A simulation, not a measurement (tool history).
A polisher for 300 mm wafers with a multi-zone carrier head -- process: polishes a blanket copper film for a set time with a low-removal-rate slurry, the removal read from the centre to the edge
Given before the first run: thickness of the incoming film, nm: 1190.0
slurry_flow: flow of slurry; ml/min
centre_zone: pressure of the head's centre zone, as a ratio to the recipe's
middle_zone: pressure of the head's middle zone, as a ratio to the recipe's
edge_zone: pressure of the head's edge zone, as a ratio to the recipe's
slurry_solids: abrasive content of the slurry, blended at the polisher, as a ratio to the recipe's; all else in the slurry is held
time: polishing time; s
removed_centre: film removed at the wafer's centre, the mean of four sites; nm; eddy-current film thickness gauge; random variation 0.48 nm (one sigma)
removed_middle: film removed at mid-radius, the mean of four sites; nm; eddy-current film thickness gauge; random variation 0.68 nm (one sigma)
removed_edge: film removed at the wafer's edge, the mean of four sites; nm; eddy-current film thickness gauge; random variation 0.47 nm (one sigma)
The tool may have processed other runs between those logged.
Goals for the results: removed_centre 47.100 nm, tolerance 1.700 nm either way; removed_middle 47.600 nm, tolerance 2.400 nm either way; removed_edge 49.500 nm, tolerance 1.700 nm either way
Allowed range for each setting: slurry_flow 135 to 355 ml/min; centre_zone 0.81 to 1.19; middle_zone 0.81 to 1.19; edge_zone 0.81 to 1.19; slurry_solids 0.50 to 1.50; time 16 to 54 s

Run 1, hour 0.0: slurry_flow 225 ml/min, centre_zone 1.00, middle_zone 1.00, edge_zone 1.00, slurry_solids 1.00, time 35 s. Result: removed_centre 86.413 nm, removed_middle 86.958 nm, removed_edge 88.984 nm.
Run 2, hour 2.9: slurry_flow 225 ml/min, centre_zone 1.00, middle_zone 1.00, edge_zone 1.00, slurry_solids 1.00, time 39 s. Result: removed_centre 95.802 nm, removed_middle 101.480 nm, removed_edge 95.318 nm.
Run 3, hour 9.7: slurry_flow 210 ml/min, centre_zone 0.99, middle_zone 1.03, edge_zone 0.94, slurry_solids 0.85, time 32 s. Result: removed_centre 75.491 nm, removed_middle 79.843 nm, removed_edge 74.797 nm.
Run 4, hour 16.8: slurry_flow 200 ml/min, centre_zone 0.96, middle_zone 0.99, edge_zone 0.91, slurry_solids 0.75, time 28 s. Result: removed_centre 61.787 nm, removed_middle 65.638 nm, removed_edge 63.733 nm.
Run 5, hour 25.2: slurry_flow 200 ml/min, centre_zone 0.96, middle_zone 0.99, edge_zone 0.91, slurry_solids 0.75, time 23 s. Result: removed_centre 50.608 nm, removed_middle 54.705 nm, removed_edge 51.097 nm.
Run 6, hour 25.9: slurry_flow 200 ml/min, centre_zone 1.04, middle_zone 0.99, edge_zone 0.91, slurry_solids 0.75, time 23 s. Result: removed_centre 55.289 nm, removed_middle 54.663 nm, removed_edge 50.873 nm.
Run 7, hour 34.4: slurry_flow 195 ml/min, centre_zone 1.01, middle_zone 0.96, edge_zone 0.91, slurry_solids 0.70, time 23 s. Result: removed_centre 53.191 nm, removed_middle 51.302 nm, removed_edge 51.077 nm.
Run 8, hour 36.4: slurry_flow 190 ml/min, centre_zone 0.98, middle_zone 0.95, edge_zone 0.90, slurry_solids 0.65, time 23 s. Result: removed_centre 50.565 nm, removed_middle 51.005 nm, removed_edge 50.439 nm.
Run 9, hour 43.7: slurry_flow 185 ml/min, centre_zone 0.97, middle_zone 0.94, edge_zone 0.90, slurry_solids 0.65, time 23 s. Result: removed_centre 49.615 nm, removed_middle 51.784 nm, removed_edge 49.143 nm.

Pick the move, out of 4, that brings all results within their allowed miss; only one does.
Run A, hour 51.0: slurry_flow 160 ml/min, centre_zone 0.93, middle_zone 1.09, edge_zone 0.90, slurry_solids 0.50, time 24 s. Result: removed_centre ?, removed_middle ?, removed_edge ?.
Run B, hour 51.0: slurry_flow 135 ml/min, centre_zone 0.95, middle_zone 1.03, edge_zone 0.81, slurry_solids 0.65, time 23 s. Result: removed_centre ?, removed_middle ?, removed_edge ?.
Run C, hour 51.0: slurry_flow 280 ml/min, centre_zone 0.93, middle_zone 0.85, edge_zone 0.93, slurry_solids 0.50, time 23 s. Result: removed_centre ?, removed_middle ?, removed_edge ?.
Run D, hour 51.0: slurry_flow 170 ml/min, centre_zone 1.10, middle_zone 0.96, edge_zone 0.86, slurry_solids 0.70, time 21 s. Result: removed_centre ?, removed_middle ?, removed_edge ?.

move  removed_centre  removed_middle  removed_edge
   A          46.216          55.760        48.345
   B          46.150          52.633        45.500
   C          47.255          48.303        49.299
   D          51.085          47.816        44.167
A: further off than the last run
B: further off than the last run
C: in spec on every target
D: the furthest-off result lands on target, but another misses its tolerance
Move C is the one to make.
